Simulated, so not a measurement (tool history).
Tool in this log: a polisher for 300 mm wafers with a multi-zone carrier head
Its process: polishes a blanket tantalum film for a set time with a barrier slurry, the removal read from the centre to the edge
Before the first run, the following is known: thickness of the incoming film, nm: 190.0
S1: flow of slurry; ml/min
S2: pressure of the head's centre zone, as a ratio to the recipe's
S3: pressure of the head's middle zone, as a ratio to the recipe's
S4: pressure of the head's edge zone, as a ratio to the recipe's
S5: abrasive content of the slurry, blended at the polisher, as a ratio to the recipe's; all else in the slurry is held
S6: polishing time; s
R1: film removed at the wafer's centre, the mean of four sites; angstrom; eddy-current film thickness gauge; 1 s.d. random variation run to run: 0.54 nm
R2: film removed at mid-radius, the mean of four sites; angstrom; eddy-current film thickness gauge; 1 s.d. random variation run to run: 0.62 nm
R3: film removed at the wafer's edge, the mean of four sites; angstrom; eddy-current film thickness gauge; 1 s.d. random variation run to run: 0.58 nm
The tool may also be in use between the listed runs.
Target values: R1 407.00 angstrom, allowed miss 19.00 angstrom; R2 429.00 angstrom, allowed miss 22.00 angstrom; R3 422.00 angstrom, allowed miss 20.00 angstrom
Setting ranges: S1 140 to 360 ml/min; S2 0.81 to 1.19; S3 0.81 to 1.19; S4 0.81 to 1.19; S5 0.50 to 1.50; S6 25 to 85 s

run 1 hour=0.0 | S1=230 S2=1.00 S3=1.00 S4=1.00 S5=1.00 S6=55 | R1=737.85 R2=729.83 R3=677.96
run 2 hour=4.1 | S1=225 S2=0.97 S3=0.98 S4=0.99 S5=0.90 S6=51 | R1=645.33 R2=649.25 R3=612.17
run 3 hour=6.5 | S1=200 S2=0.97 S3=0.98 S4=0.99 S5=0.90 S6=51 | R1=626.95 R2=642.33 R3=623.99
run 4 hour=14.0 | S1=200 S2=0.97 S3=0.98 S4=0.99 S5=0.90 S6=41 | R1=512.27 R2=515.16 R3=491.78
run 5 hour=22.7 | S1=200 S2=1.04 S3=0.98 S4=0.99 S5=0.90 S6=41 | R1=543.76 R2=500.31 R3=477.00
run 6 hour=29.6 | S1=200 S2=1.04 S3=0.98 S4=0.99 S5=0.90 S6=36 | R1=468.77 R2=449.64 R3=425.92
run 7 hour=30.5 | S1=195 S2=1.02 S3=0.98 S4=1.00 S5=0.85 S6=36 | R1=447.59 R2=437.17 R3=411.37
run 8 hour=38.4 | S1=190 S2=1.00 S3=0.98 S4=1.01 S5=0.85 S6=36 | R1=428.05 R2=443.97 R3=424.18
run 9 hour=43.2 | S1=185 S2=1.00 S3=0.98 S4=1.01 S5=0.85 S6=36 | R1=446.43 R2=428.64 R3=421.88
run 10 hour=45.4 | S1=185 S2=0.98 S3=0.98 S4=1.01 S5=0.85 S6=36 | R1=428.24 R2=436.81 R3=426.23

Consider the 4 candidate settings below. Which is the only one whose results all fall within their allowed miss of target?
run A hour=47.6 | S1=145 S2=1.09 S3=0.95 S4=0.95 S5=1.10 S6=37 | R1=? R2=? R3=?
run B hour=47.6 | S1=200 S2=1.06 S3=0.95 S4=0.99 S5=0.70 S6=36 | R1=? R2=? R3=?
run C hour=47.6 | S1=145 S2=1.07 S3=0.91 S4=0.88 S5=0.80 S6=39 | R1=? R2=? R3=?
run D hour=47.6 | S1=140 S2=0.96 S3=1.00 S4=1.02 S5=0.85 S6=37 | R1=? R2=? R3=?

move=A R1=495.63 R2=440.63 R3=443.45
move=B R1=449.99 R2=406.90 R3=410.29
move=C R1=474.16 R2=413.73 R3=416.74
move=D R1=410.92 R2=428.05 R3=427.50
A: misses by more than the last run did
B: misses by more than the last run did
C: misses by more than the last run did
D: all results in spec
Correct choice: D, which meets every target
